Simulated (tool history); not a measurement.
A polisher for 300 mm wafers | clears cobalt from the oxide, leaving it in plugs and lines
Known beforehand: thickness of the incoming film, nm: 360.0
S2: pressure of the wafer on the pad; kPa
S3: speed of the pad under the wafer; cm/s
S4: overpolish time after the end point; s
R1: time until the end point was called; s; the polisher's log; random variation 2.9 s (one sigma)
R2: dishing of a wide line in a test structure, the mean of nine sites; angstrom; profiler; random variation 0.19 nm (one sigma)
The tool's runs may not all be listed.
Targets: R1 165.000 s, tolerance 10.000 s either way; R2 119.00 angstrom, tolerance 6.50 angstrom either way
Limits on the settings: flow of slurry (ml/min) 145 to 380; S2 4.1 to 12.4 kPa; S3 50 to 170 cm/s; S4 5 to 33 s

{"run": 1, "day": 0.0, "flow of slurry (ml/min)": 245, "S2": 8.3, "S3": 110, "S4": 17, "R1": 96.201, "R2": 385.71}
{"run": 2, "day": 0.321, "flow of slurry (ml/min)": 235, "S2": 7.6, "S3": 98, "S4": 14, "R1": 113.94, "R2": 310.06}
{"run": 3, "day": 0.438, "flow of slurry (ml/min)": 235, "S2": 7.6, "S3": 108, "S4": 14, "R1": 99.405, "R2": 329.23}
{"run": 4, "day": 0.517, "flow of slurry (ml/min)": 210, "S2": 6.9, "S3": 98, "S4": 12, "R1": 123.84, "R2": 259.81}
{"run": 5, "day": 0.654, "flow of slurry (ml/min)": 195, "S2": 6.2, "S3": 96, "S4": 10, "R1": 142.57, "R2": 205.96}
{"run": 6, "day": 0.879, "flow of slurry (ml/min)": 235, "S2": 6.2, "S3": 96, "S4": 10, "R1": 135.41, "R2": 211.1}
{"day": 0.992, "done": "head pressure recalibrated"}
{"run": 7, "day": 0.992, "flow of slurry (ml/min)": 270, "S2": 5.5, "S3": 94, "S4": 9, "R1": 176.28, "R2": 159.44}
{"run": 8, "day": 1.096, "flow of slurry (ml/min)": 300, "S2": 5.5, "S3": 102, "S4": 8, "R1": 159.02, "R2": 155.17}
{"run": 9, "day": 1.283, "flow of slurry (ml/min)": 315, "S2": 5.5, "S3": 104, "S4": 7, "R1": 158.31, "R2": 141.2}
{"run": 10, "day": 1.517, "flow of slurry (ml/min)": 325, "S2": 5.5, "S3": 104, "S4": 7, "R1": 154.4, "R2": 141.01}
{"run": 11, "day": 1.796, "flow of slurry (ml/min)": 335, "S2": 5.5, "S3": 104, "S4": 7, "R1": 155.73, "R2": 136.25}
{"run": 12, "day": 2.158, "flow of slurry (ml/min)": 345, "S2": 5.5, "S3": 104, "S4": 7, "R1": 158.86, "R2": 141.12}
{"run": 13, "day": 2.308, "flow of slurry (ml/min)": 350, "S2": 5.5, "S3": 106, "S4": 6, "R1": 151.21, "R2": 125.62}
{"run": 14, "day": 2.404, "flow of slurry (ml/min)": 355, "S2": 5.5, "S3": 106, "S4": 6, "R1": 156.13, "R2": 127.27}
{"run": 15, "day": 2.575, "flow of slurry (ml/min)": 360, "S2": 5.5, "S3": 106, "S4": 6, "R1": 156.25, "R2": 123.47}

Which one of the following 4 next-run settings gets every result inside its allowed miss? There is exactly one.
{"run": "A", "day": 2.746, "flow of slurry (ml/min)": 380, "S2": 6.2, "S3": 100, "S4": 5, "R1": "?", "R2": "?"}
{"run": "B", "day": 2.746, "flow of slurry (ml/min)": 265, "S2": 6.9, "S3": 92, "S4": 5, "R1": "?", "R2": "?"}
{"run": "C", "day": 2.746, "flow of slurry (ml/min)": 315, "S2": 6.9, "S3": 92, "S4": 5, "R1": "?", "R2": "?"}
{"run": "D", "day": 2.746, "flow of slurry (ml/min)": 305, "S2": 5.5, "S3": 102, "S4": 6, "R1": "?", "R2": "?"}

move=A R1=141.220 R2=111.75
move=B R1=139.570 R2=112.91
move=C R1=137.820 R2=114.17
move=D R1=157.970 R2=118.95
A: the biggest miss grows against the last run
B: the biggest miss grows against the last run
C: the biggest miss grows against the last run
D: all results in spec
The move that meets every target is D.
